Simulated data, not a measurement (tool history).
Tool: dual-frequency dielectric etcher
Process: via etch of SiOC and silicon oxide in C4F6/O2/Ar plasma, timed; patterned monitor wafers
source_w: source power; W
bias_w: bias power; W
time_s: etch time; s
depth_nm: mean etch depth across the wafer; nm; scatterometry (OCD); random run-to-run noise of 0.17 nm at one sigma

{"run": 1, "hour": 0.0, "source_w": 390, "bias_w": 180, "time_s": 73, "depth_nm": 77.562}
{"run": 2, "hour": 1.2, "source_w": 380, "bias_w": 180, "time_s": 73, "depth_nm": 77.173}
{"run": 3, "hour": 7.4, "source_w": 420, "bias_w": 180, "time_s": 73, "depth_nm": 79.43}
{"run": 4, "hour": 12.9, "source_w": 400, "bias_w": 179, "time_s": 73, "depth_nm": 77.558}
{"run": 5, "hour": 20.2, "source_w": 390, "bias_w": 179, "time_s": 73, "depth_nm": 77.441}
{"run": 6, "hour": 28.5, "source_w": 390, "bias_w": 179, "time_s": 73, "depth_nm": 77.373}

For run 7, what comes out?
{"run": 7, "hour": 29.5, "source_w": 380, "bias_w": 179, "time_s": 73, "depth_nm": "?"}

{"run 7": {"depth_nm": 76.588}}

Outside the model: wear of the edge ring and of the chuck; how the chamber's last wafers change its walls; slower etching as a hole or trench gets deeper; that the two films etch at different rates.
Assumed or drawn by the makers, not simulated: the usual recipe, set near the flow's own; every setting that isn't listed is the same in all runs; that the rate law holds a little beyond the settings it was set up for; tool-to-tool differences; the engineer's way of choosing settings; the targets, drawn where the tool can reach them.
